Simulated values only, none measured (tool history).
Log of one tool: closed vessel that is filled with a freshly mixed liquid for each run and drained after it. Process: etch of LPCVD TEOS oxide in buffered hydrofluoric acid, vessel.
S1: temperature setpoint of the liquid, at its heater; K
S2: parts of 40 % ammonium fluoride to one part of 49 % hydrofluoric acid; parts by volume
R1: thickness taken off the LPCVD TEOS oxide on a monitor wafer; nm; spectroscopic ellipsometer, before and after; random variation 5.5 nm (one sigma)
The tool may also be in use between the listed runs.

Run 1, day 0.000: S1 298.15 K, S2 10.0 parts by volume, time in the liquid (s) 100. Result: R1 285.62 nm.
Run 2, day 0.162: S1 298.15 K, S2 10.0 parts by volume, time in the liquid (s) 100. Result: R1 286.87 nm.
Run 3, day 0.300: S1 300.65 K, S2 10.0 parts by volume, time in the liquid (s) 100. Result: R1 328.89 nm.
Run 4, day 0.512: S1 301.15 K, S2 9.5 parts by volume, time in the liquid (s) 100. Result: R1 344.30 nm.
Run 5, day 0.858: S1 298.15 K, S2 9.5 parts by volume, time in the liquid (s) 100. Result: R1 295.58 nm.
Run 6, day 1.004: S1 298.15 K, S2 9.5 parts by volume, time in the liquid (s) 110. Result: R1 325.17 nm.
Run 7, day 1.088: S1 299.15 K, S2 9.0 parts by volume, time in the liquid (s) 110. Result: R1 350.37 nm.

Run 8 comes next. What will it give?
Run 8, day 1.188: S1 299.65 K, S2 8.5 parts by volume, time in the liquid (s) 110. Result: R1 ?.

Run 8 gave R1 384.21 nm.
